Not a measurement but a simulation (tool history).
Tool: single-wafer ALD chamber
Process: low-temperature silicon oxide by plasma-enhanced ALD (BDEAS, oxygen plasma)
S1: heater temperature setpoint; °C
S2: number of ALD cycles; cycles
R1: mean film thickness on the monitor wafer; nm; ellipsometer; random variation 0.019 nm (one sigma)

run  hour   S1  S2       R1
  1   0.0  110  69   9.7608
  2   6.6  111  63   8.9142
  3  11.3  111  72  10.2460
  4  19.4  112  65   9.1726
  5  24.1  119  65   9.0336
  6  27.3  125  65   8.9029

Run 7 comes next. What will it give?
  7  35.7  125  65   ?

R1: 8.9224 nm
